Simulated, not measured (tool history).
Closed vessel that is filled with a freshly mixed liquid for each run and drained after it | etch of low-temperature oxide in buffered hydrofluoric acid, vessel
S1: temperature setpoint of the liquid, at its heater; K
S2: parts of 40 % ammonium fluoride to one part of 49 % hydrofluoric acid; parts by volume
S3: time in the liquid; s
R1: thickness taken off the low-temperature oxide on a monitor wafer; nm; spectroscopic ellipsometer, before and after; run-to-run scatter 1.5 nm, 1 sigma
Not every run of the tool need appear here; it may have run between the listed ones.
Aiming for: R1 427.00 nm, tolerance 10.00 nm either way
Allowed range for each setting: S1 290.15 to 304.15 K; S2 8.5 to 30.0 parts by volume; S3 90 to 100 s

| run | hour | S1 | S2 | S3 | R1 |
|---|---|---|---|---|---|
| 1 | 0.0 | 296.15 | 23.0 | 90 | 204.77 |
| 2 | 8.4 | 298.15 | 20.5 | 90 | 249.22 |
| 3 | 16.0 | 299.65 | 19.0 | 90 | 287.74 |
| 4 | 21.9 | 299.65 | 19.0 | 100 | 320.30 |
| 5 | 25.3 | 297.65 | 19.0 | 100 | 285.23 |
| 6 | 29.0 | 297.65 | 23.0 | 100 | 247.21 |
| 7 | 33.9 | 299.15 | 21.5 | 100 | 281.52 |
| 8 | 42.1 | 303.15 | 16.0 | 100 | 454.34 |
| 9 | 45.7 | 302.65 | 16.0 | 100 | 441.97 |
|  | 53.6 | thermometer replaced |
| 10 | 53.6 | 302.15 | 16.0 | 100 | 405.31 |

Exactly one of the 4 candidate moves below puts every result within its allowed miss. Which one?
| A | 61.5 | 303.15 | 16.0 | 100 | ? |
| B | 61.5 | 298.15 | 12.0 | 90 | ? |
| C | 61.5 | 300.65 | 13.0 | 90 | ? |
| D | 61.5 | 304.15 | 18.0 | 100 | ? |

| move | R1 |
|---|---|
| A | 426.43 |
| B | 389.52 |
| C | 412.04 |
| D | 400.36 |
A: every result within its allowed miss
B: misses by more than the last run did
C: closes in on the targets versus the last run, not all within tolerance yet
D: misses by more than the last run did
Correct choice: A, which meets every target
